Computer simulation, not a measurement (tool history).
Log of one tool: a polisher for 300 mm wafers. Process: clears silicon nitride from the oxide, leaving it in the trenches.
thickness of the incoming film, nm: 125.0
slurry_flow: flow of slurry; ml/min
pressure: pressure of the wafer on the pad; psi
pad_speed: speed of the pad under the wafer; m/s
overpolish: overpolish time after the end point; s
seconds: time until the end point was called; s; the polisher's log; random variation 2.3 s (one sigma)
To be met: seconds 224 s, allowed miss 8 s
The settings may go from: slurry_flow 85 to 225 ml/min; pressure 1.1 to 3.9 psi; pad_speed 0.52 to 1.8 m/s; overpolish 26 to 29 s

run 1 day=0 | slurry_flow=145 pressure=2.5 pad_speed=1.16 overpolish=26 | seconds=110.19
run 2 day=0.304 | slurry_flow=145 pressure=2 pad_speed=1.16 overpolish=26 | seconds=136.18
run 3 day=0.658 | slurry_flow=140 pressure=1.7 pad_speed=1.12 overpolish=26 | seconds=163.6
run 4 day=0.946 | slurry_flow=135 pressure=1.5 pad_speed=1.12 overpolish=26 | seconds=186.67
run 5 day=1.071 | slurry_flow=125 pressure=1.4 pad_speed=1.12 overpolish=26 | seconds=200.44
run 6 day=1.125 | slurry_flow=125 pressure=1.4 pad_speed=1.12 overpolish=29 | seconds=205.76
run 7 day=1.383 | slurry_flow=125 pressure=1.4 pad_speed=1.12 overpolish=29 | seconds=205.92
run 8 day=1.458 | slurry_flow=120 pressure=1.4 pad_speed=1.12 overpolish=29 | seconds=207.43
run 9 day=1.704 | slurry_flow=115 pressure=1.4 pad_speed=1.12 overpolish=29 | seconds=206.58
run 10 day=1.758 | slurry_flow=110 pressure=1.2 pad_speed=1.12 overpolish=29 | seconds=243.05
run 11 day=1.858 | slurry_flow=135 pressure=1.3 pad_speed=1.12 overpolish=29 | seconds=215.53

5 next moves are on the table. One of them brings every result within its allowed miss. Which?
run A day=1.958 | slurry_flow=110 pressure=1.5 pad_speed=0.92 overpolish=29 | seconds=?
run B day=1.958 | slurry_flow=110 pressure=1.2 pad_speed=1.08 overpolish=29 | seconds=?
run C day=1.958 | slurry_flow=115 pressure=1.3 pad_speed=1.26 overpolish=29 | seconds=?
run D day=1.958 | slurry_flow=110 pressure=1.2 pad_speed=1.14 overpolish=29 | seconds=?
run E day=1.958 | slurry_flow=130 pressure=1.4 pad_speed=1.06 overpolish=26 | seconds=?

move=A seconds=224.43
move=B seconds=251.59
move=C seconds=208.96
move=D seconds=243.19
move=E seconds=211.26
A: meets every target
B: takes the result that was furthest off past its target
C: further off than the last run
D: takes the result that was furthest off past its target
E: further off than the last run
Move A is the one to make.

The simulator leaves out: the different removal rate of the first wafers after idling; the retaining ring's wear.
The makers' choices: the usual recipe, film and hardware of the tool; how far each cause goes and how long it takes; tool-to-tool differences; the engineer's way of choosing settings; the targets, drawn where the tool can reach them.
